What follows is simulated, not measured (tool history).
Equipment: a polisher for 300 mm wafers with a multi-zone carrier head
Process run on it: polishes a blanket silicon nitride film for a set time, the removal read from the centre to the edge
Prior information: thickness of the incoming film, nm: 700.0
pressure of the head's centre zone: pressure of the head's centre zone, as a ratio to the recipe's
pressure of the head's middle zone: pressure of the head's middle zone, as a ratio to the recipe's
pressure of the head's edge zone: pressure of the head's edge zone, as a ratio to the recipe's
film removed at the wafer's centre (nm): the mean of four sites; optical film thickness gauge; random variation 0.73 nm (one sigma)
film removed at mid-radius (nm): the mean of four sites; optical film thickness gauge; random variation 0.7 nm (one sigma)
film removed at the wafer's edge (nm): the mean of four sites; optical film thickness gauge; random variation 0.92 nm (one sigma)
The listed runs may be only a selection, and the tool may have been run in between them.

| run | day | flow of slurry (ml/min) | pressure of the head's centre zone | pressure of the head's middle zone | pressure of the head's edge zone | polishing time (s) | film removed at the wafer's centre (nm) | film removed at mid-radius (nm) | film removed at the wafer's edge (nm) |
|---|---|---|---|---|---|---|---|---|---|
| 1 | 0.000 | 165 | 1.00 | 1.00 | 1.00 | 66 | 118.230 | 117.200 | 117.170 |
| 2 | 0.296 | 160 | 1.02 | 0.95 | 0.96 | 57 | 102.900 | 99.672 | 102.000 |
| 3 | 0.325 | 160 | 1.02 | 0.95 | 1.02 | 57 | 101.860 | 97.508 | 102.880 |
| 4 | 0.646 | 160 | 1.02 | 0.95 | 1.07 | 57 | 101.270 | 96.946 | 105.900 |
| 5 | 0.762 | 155 | 1.06 | 0.92 | 1.02 | 50 | 92.352 | 83.635 | 89.666 |
| 6 | 0.988 | 145 | 1.08 | 0.90 | 1.00 | 47 | 87.075 | 76.942 | 81.773 |
| 7 | 1.292 | 105 | 1.10 | 0.81 | 0.91 | 46 | 81.044 | 63.662 | 74.187 |

Predict the results of run 8:
| 8 | 1.329 | 110 | 1.10 | 0.83 | 0.89 | 45 | ? | ? | ? |

film removed at the wafer's centre (nm): 79.945
film removed at mid-radius (nm): 64.098
film removed at the wafer's edge (nm): 72.531

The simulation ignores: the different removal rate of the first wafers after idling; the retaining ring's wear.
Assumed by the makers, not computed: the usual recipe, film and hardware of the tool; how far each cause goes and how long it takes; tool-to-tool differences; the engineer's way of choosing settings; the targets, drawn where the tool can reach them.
